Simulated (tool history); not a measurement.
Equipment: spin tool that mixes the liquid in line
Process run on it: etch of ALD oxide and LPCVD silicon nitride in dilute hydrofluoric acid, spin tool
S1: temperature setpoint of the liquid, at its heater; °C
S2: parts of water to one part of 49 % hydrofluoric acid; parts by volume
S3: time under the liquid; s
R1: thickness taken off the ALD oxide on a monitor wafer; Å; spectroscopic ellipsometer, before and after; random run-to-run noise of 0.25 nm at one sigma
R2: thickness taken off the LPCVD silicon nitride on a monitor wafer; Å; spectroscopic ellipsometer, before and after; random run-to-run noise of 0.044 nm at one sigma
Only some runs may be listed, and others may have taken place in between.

run  hour    S1  S2   S3      R1      R2
  1     0    25  70  175  280.44  12.295
  2   2.5  25.5  65  175  313.13  13.121
  3   8.5    24  65  175  290.32  12.258
  4    17    24  65  240  395.28  16.139
  5    25    24  65  215  357.64  15.015
  6  33.2    24  40  215  602.31  24.867
  7  41.9    24  40  215  599.23  24.194

What does the tool deliver on the next run?
  8  46.8  23  40  215   ?   ?

Run 8 measured R1 580.22 Å, R2 23.34 Å.
